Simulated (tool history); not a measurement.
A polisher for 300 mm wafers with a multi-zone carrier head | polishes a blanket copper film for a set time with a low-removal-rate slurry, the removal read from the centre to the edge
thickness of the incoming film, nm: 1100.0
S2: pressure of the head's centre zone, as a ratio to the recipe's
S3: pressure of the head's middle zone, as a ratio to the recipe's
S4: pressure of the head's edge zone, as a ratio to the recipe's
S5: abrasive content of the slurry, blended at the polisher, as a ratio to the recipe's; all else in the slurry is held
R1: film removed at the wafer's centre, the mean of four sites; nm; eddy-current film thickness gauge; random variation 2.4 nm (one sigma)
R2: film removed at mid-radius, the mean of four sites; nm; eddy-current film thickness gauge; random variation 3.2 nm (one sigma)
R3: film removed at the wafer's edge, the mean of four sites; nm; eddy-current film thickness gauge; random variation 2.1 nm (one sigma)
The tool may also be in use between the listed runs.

Run 1, day 0.000: flow of slurry (ml/min) 255, S2 1.00, S3 1.00, S4 1.00, S5 1.00, polishing time (s) 85. Result: R1 278.24 nm, R2 273.17 nm, R3 281.93 nm.
Run 2, day 0.038: flow of slurry (ml/min) 255, S2 1.00, S3 0.97, S4 1.00, S5 1.00, polishing time (s) 85. Result: R1 281.29 nm, R2 270.47 nm, R3 283.26 nm.
Run 3, day 0.367: flow of slurry (ml/min) 245, S2 0.97, S3 0.95, S4 1.01, S5 0.95, polishing time (s) 85. Result: R1 266.48 nm, R2 257.38 nm, R3 277.97 nm.
Run 4, day 0.583: flow of slurry (ml/min) 235, S2 0.95, S3 0.95, S4 1.02, S5 0.95, polishing time (s) 85. Result: R1 262.65 nm, R2 258.21 nm, R3 282.32 nm.
Run 5, day 0.692: flow of slurry (ml/min) 230, S2 0.93, S3 0.94, S4 1.02, S5 0.95, polishing time (s) 85. Result: R1 252.99 nm, R2 253.38 nm, R3 276.62 nm.
Run 6, day 0.846: flow of slurry (ml/min) 230, S2 0.93, S3 0.94, S4 1.02, S5 0.95, polishing time (s) 76. Result: R1 232.36 nm, R2 227.01 nm, R3 250.06 nm.
Run 7, day 0.917: flow of slurry (ml/min) 240, S2 0.93, S3 0.95, S4 1.06, S5 0.95, polishing time (s) 76. Result: R1 236.46 nm, R2 234.21 nm, R3 255.41 nm.

Run 8 comes next. What will it give?
Run 8, day 1.058: flow of slurry (ml/min) 240, S2 0.91, S3 0.94, S4 1.09, S5 1.00, polishing time (s) 76. Result: R1 ?, R2 ?, R3 ?.

R1: 230.74 nm
R2: 231.91 nm
R3: 261.50 nm

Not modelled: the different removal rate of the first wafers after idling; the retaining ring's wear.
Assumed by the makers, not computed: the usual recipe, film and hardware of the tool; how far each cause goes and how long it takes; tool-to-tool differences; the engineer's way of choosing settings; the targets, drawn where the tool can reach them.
